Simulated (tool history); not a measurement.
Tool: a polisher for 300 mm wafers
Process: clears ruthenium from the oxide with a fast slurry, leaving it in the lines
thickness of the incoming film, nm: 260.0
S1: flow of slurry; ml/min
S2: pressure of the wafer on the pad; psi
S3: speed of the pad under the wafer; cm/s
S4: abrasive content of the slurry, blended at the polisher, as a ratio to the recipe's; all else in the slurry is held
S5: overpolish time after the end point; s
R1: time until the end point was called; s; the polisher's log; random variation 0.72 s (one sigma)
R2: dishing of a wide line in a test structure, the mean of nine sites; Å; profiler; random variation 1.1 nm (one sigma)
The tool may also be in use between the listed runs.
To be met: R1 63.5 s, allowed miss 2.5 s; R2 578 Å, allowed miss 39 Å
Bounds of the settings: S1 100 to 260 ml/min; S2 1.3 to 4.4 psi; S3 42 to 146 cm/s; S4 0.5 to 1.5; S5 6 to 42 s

run  hour   S1   S2  S3    S4  S5      R1      R2
  1     0  165  2.8  94     1  21  51.729  611.57
  2   1.4  160  2.7  94     1  22  55.707  627.84
  3   2.2  155  2.6  94     1  22   56.63  633.34
  4   6.4  155  2.6  94  1.15  22  54.137  628.14
  5  10.8  150  2.5  94  1.15  22  55.746  610.49
  6  18.1  150  3.1  94  1.15  22  45.598  693.94
  7  21.9  145  2.9  94  1.15  22  48.538  684.42
  8  30.8  145  2.9  94  1.15  22  49.213  667.16
  9  33.4  140  2.7  94  1.15  22  51.587  627.08
 10  40.4  140  2.6  94  1.15  22  53.685  634.07
 11    43  140  2.5  94  1.15  22  55.287  610.14
 12  48.8  140  2.4  94  1.15  22  57.703  591.91
 13  57.4  140  2.3  94  1.15  22  60.592  565.78

Which of these 4 next moves meets every target?
  A    66  130  2.3   96  1.05  28   ?   ?
  B    66  160    2  112   1.2  19   ?   ?
  C    66  175  2.3   78   1.5  23   ?   ?
  D    66  180  2.1  104   1.2  18   ?   ?

move      R1      R2
   A  63.154  648.67
   B  56.926   539.8
   C  64.182  566.47
   D   57.43  516.67
A: brings the result that was furthest off to its target, and leaves another outside
B: further off than the last run
C: meets every target
D: further off than the last run
Answer: C
